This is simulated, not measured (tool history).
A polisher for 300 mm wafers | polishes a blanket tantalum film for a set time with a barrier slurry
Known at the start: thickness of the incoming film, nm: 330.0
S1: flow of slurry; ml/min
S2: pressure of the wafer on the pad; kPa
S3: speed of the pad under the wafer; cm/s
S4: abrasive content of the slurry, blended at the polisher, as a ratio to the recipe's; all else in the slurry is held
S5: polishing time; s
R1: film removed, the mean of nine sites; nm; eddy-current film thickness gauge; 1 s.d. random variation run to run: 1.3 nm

run 1 hour=0 | S1=245 S2=10.3 S3=104 S4=1 S5=44 | R1=65.575
run 2 hour=5.9 | S1=245 S2=11.7 S3=104 S4=1 S5=44 | R1=72.97
run 3 hour=9.4 | S1=245 S2=11.7 S3=104 S4=1.15 S5=44 | R1=73.767
run 4 hour=18.4 | S1=245 S2=12.4 S3=104 S4=1.15 S5=44 | R1=78.656
run 5 hour=19.2 | S1=245 S2=13.1 S3=104 S4=1.15 S5=44 | R1=83.255
run 6 hour=20.6 | S1=245 S2=13.8 S3=104 S4=1.15 S5=44 | R1=87.605

Run 7 comes next. What will it give?
run 7 hour=22 | S1=245 S2=14.5 S3=104 S4=1.15 S5=44 | R1=?

R1: 93.959 nm
